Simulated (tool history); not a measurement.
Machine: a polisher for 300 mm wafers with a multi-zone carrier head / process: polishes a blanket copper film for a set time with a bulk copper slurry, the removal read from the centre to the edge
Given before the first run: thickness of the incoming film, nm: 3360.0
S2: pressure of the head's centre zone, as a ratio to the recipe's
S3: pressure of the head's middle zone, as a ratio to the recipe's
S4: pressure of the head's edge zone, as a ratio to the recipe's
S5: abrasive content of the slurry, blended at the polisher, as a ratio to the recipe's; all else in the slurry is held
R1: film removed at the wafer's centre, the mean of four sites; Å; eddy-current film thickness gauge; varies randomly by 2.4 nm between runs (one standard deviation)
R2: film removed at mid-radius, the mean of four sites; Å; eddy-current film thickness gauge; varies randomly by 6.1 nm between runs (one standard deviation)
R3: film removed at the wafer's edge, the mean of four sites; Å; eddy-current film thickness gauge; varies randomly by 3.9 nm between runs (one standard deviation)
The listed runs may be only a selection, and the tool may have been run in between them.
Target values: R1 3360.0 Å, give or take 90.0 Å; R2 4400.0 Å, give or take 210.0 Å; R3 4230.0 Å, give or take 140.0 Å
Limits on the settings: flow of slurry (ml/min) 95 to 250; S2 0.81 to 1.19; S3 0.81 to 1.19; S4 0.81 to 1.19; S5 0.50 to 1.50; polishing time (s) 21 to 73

run 1 day=0.000 | flow_of_slurry_(ml/min)=160 S2=1.00 S3=1.00 S4=1.00 S5=1.00 polishing_time_(s)=47 | R1=4633.7 R2=4561.7 R3=4442.6
run 2 day=0.254 | flow_of_slurry_(ml/min)=145 S2=0.95 S3=1.02 S4=1.02 S5=0.95 polishing_time_(s)=47 | R1=4269.9 R2=4528.3 R3=4386.1
run 3 day=0.483 | flow_of_slurry_(ml/min)=145 S2=0.99 S3=1.02 S4=1.02 S5=0.95 polishing_time_(s)=47 | R1=4446.8 R2=4580.4 R3=4388.0
run 4 day=0.546 | flow_of_slurry_(ml/min)=145 S2=0.99 S3=1.02 S4=1.02 S5=0.80 polishing_time_(s)=47 | R1=4157.8 R2=4331.5 R3=4221.4
run 5 day=0.721 | flow_of_slurry_(ml/min)=135 S2=0.94 S3=1.03 S4=1.03 S5=0.80 polishing_time_(s)=47 | R1=3887.8 R2=4277.8 R3=4173.9
run 6 day=0.771 | flow_of_slurry_(ml/min)=135 S2=0.94 S3=1.03 S4=0.98 S5=0.80 polishing_time_(s)=47 | R1=3891.0 R2=4257.7 R3=4100.8
run 7 day=1.004 | flow_of_slurry_(ml/min)=125 S2=0.91 S3=1.04 S4=1.01 S5=0.80 polishing_time_(s)=47 | R1=3726.8 R2=4241.4 R3=4038.9
run 8 day=1.308 | flow_of_slurry_(ml/min)=120 S2=0.88 S3=1.05 S4=1.05 S5=0.80 polishing_time_(s)=47 | R1=3473.3 R2=4260.0 R3=4064.1
run 9 day=1.496 | flow_of_slurry_(ml/min)=120 S2=0.87 S3=1.05 S4=1.07 S5=0.80 polishing_time_(s)=47 | R1=3498.1 R2=4207.6 R3=4106.7

Exactly one of the 4 candidate moves below puts every result within its allowed miss. Which one?
run A day=1.683 | flow_of_slurry_(ml/min)=170 S2=0.85 S3=0.98 S4=1.08 S5=0.60 polishing_time_(s)=46 | R1=? R2=? R3=?
run B day=1.683 | flow_of_slurry_(ml/min)=110 S2=0.81 S3=1.05 S4=1.03 S5=0.85 polishing_time_(s)=49 | R1=? R2=? R3=?
run C day=1.683 | flow_of_slurry_(ml/min)=105 S2=0.91 S3=1.19 S4=1.04 S5=0.85 polishing_time_(s)=45 | R1=? R2=? R3=?
run D day=1.683 | flow_of_slurry_(ml/min)=95 S2=0.82 S3=0.97 S4=1.10 S5=0.60 polishing_time_(s)=55 | R1=? R2=? R3=?

move=A R1=3334.6 R2=3893.7 R3=3928.4
move=B R1=3319.9 R2=4376.4 R3=4215.1
move=C R1=3374.4 R2=4407.2 R3=3838.8
move=D R1=3224.4 R2=3958.8 R3=4250.9
A: corrects the largest miss of the last run, while another result sits out of spec
B: hits every target within its allowed miss
C: corrects the largest miss of the last run, while another result sits out of spec
D: pushes the last run's worst result past its target
Move B is the one to make.
